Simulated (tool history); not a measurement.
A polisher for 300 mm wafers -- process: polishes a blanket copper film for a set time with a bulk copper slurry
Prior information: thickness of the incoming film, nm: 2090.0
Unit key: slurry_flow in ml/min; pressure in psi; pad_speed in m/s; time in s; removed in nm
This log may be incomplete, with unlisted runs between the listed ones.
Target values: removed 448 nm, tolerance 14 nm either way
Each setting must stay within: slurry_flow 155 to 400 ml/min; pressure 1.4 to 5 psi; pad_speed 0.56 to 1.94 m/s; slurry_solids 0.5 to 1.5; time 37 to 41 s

Run 1, day 0: slurry_flow 255 ml/min, pressure 3.2 psi, pad_speed 1.24 m/s, slurry_solids 1, time 41 s. Result: removed 548.26 nm.
Run 2, day 0.138: slurry_flow 255 ml/min, pressure 3.7 psi, pad_speed 1.24 m/s, slurry_solids 1, time 41 s. Result: removed 597.46 nm.
Run 3, day 0.279: slurry_flow 255 ml/min, pressure 3.7 psi, pad_speed 1.46 m/s, slurry_solids 1, time 41 s. Result: removed 706.11 nm.
Run 4, day 0.312: slurry_flow 255 ml/min, pressure 3.4 psi, pad_speed 1.46 m/s, slurry_solids 1, time 41 s. Result: removed 662.4 nm.
At day 0.55: slurry nozzle cleaned.
Run 5, day 0.55: slurry_flow 255 ml/min, pressure 3.1 psi, pad_speed 1.46 m/s, slurry_solids 1, time 41 s. Result: removed 633.13 nm.
Run 6, day 0.85: slurry_flow 255 ml/min, pressure 3.1 psi, pad_speed 1.46 m/s, slurry_solids 1, time 37 s. Result: removed 571.01 nm.
Run 7, day 1.158: slurry_flow 255 ml/min, pressure 2.9 psi, pad_speed 1.46 m/s, slurry_solids 1, time 37 s. Result: removed 540.08 nm.
Run 8, day 1.521: slurry_flow 255 ml/min, pressure 2.8 psi, pad_speed 1.46 m/s, slurry_solids 1, time 37 s. Result: removed 536.12 nm.
Run 9, day 1.671: slurry_flow 255 ml/min, pressure 2.7 psi, pad_speed 1.46 m/s, slurry_solids 1, time 37 s. Result: removed 522.37 nm.
Run 10, day 1.717: slurry_flow 255 ml/min, pressure 2.6 psi, pad_speed 1.46 m/s, slurry_solids 1, time 37 s. Result: removed 512.75 nm.
Run 11, day 1.992: slurry_flow 255 ml/min, pressure 2.5 psi, pad_speed 1.46 m/s, slurry_solids 1, time 37 s. Result: removed 493.52 nm.

4 next moves are on the table. One of them brings every result within its allowed miss. Which?
Run A, day 2.267: slurry_flow 290 ml/min, pressure 2.3 psi, pad_speed 1.54 m/s, slurry_solids 0.9, time 37 s. Result: removed ?.
Run B, day 2.267: slurry_flow 260 ml/min, pressure 2.7 psi, pad_speed 1.14 m/s, slurry_solids 1, time 37 s. Result: removed ?.
Run C, day 2.267: slurry_flow 305 ml/min, pressure 2.2 psi, pad_speed 1.44 m/s, slurry_solids 0.65, time 40 s. Result: removed ?.
Run D, day 2.267: slurry_flow 220 ml/min, pressure 2.5 psi, pad_speed 1.44 m/s, slurry_solids 1.05, time 37 s. Result: removed ?.

move  removed
   A   484.64
   B   407.18
   C   443.38
   D   484.44
A: moves toward the targets from the last run without getting all of them in spec
B: takes the result that was furthest off past its target
C: every result lands within tolerance
D: moves toward the targets from the last run without getting all of them in spec
The right move is C.

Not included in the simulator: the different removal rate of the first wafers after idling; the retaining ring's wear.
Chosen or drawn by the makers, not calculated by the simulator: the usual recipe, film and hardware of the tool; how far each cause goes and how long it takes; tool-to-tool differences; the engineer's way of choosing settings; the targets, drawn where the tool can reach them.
